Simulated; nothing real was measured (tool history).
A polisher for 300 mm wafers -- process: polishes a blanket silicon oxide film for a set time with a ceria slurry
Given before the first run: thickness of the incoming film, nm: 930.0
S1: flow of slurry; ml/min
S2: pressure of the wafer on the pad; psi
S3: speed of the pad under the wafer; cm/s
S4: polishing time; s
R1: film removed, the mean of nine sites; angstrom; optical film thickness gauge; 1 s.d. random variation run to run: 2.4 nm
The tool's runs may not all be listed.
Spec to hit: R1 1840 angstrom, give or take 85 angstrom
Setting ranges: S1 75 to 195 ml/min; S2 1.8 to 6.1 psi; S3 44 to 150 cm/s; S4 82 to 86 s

run  hour   S1   S2  S3  S4      R1
  1     0  125  3.9  96  82  4205.9
  2   8.2  120  3.2  88  82    3186
  3   9.5  115  2.8  84  82  2707.2
  4    15  115  2.8  84  86  2767.8
  5  21.7  110  2.5  82  86  2439.8
  6  30.5  105  2.3  82  86  2248.7
  7  33.5  100  2.2  82  86  2110.7
  8  39.7   95  2.2  82  86  2127.9
  9  42.5   90  2.1  82  86    1973

Consider the 5 candidate settings below. Which is the only one whose results all fall within their allowed miss of target?
  A  45.3  105  2.2  82  86   ?
  B  45.3   75  1.8  88  82   ?
  C  45.3   90  2.1  88  82   ?
  D  45.3   85  2.2  74  83   ?
  E  45.3   85  2.1  84  86   ?

move      R1
   A  2116.6
   B  1701.8
   C  2021.7
   D  1794.2
   E  2010.1
A: lands further from the targets than the last run did
B: carries the result that was furthest off beyond its target, to the other side
C: lands further from the targets than the last run did
D: all results in spec
E: lands further from the targets than the last run did
D is the move that brings every result within its allowed miss.

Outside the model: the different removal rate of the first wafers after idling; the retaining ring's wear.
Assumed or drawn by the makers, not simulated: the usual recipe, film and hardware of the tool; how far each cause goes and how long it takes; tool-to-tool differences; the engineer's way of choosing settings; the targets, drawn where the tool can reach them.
